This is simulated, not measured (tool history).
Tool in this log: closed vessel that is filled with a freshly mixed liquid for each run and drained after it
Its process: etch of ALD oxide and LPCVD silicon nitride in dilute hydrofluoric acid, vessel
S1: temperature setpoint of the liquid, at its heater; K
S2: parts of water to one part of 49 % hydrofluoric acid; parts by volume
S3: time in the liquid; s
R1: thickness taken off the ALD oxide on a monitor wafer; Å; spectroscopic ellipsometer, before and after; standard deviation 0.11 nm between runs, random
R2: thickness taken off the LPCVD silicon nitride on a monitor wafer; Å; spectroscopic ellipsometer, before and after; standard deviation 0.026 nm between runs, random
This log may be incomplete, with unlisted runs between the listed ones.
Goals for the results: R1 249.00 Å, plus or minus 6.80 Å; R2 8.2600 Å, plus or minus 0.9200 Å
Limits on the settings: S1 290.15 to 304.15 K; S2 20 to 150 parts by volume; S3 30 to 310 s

run	hour	S1	S2	S3	R1	R2
1	0.0	296.15	85	160	331.77	9.4544
2	5.8	293.65	85	160	299.42	8.2625
3	14.8	293.65	90	160	281.90	7.3467
4	18.1	290.65	90	160	249.17	6.4128
5	20.4	290.15	90	160	243.16	5.9599
6	27.2	291.65	95	160	244.82	6.1017
7	32.7	293.15	95	155	251.33	6.3216
8	34.8	293.65	95	150	248.87	6.3116
9	38.0	294.15	95	145	245.51	6.5228
10	47.0	295.15	95	140	245.95	7.2731
11	55.7	295.65	95	140	249.72	7.2952
12	57.4	296.15	95	140	257.98	7.4437

Pick the move, out of 4, that brings all results within their allowed miss; only one does.
A	59.1	290.15	110	220	?	?
B	59.1	298.15	85	115	?	?
C	59.1	290.15	85	155	?	?
D	59.1	302.65	75	80	?	?

move	R1	R2
A	267.61	7.1693
B	258.20	8.2851
C	250.44	6.4839
D	246.08	8.7370
A: misses by more than the last run did
B: neither nearer nor further off than the last run
C: corrects the largest miss of the last run, while another result sits out of spec
D: hits every target within its allowed miss
Answer: D
